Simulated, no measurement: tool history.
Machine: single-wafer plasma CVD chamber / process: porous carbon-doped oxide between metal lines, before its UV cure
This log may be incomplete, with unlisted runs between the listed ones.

run,day,heater temperature setpoint (°C),RF power (kW),deposition time (s),mean film thickness on the monitor wafer (angstrom)
1,0,275,0.585,45.8,3260.1
2,0.121,275,0.585,47.3,3351.1
3,0.242,281,0.565,47.2,3156.3
4,0.488,285,0.55,47.1,2999.9
5,0.654,289,0.545,47.1,2919.5
6,0.8,291,0.54,47.1,2849.5
7,0.908,293,0.54,47.1,2824.8
8,1.225,294,0.535,47.1,2787.2

Run 9 has not been measured yet. What should we expect?
9,1.479,295,0.535,47.1,?

mean film thickness on the monitor wafer (angstrom): 2775.9

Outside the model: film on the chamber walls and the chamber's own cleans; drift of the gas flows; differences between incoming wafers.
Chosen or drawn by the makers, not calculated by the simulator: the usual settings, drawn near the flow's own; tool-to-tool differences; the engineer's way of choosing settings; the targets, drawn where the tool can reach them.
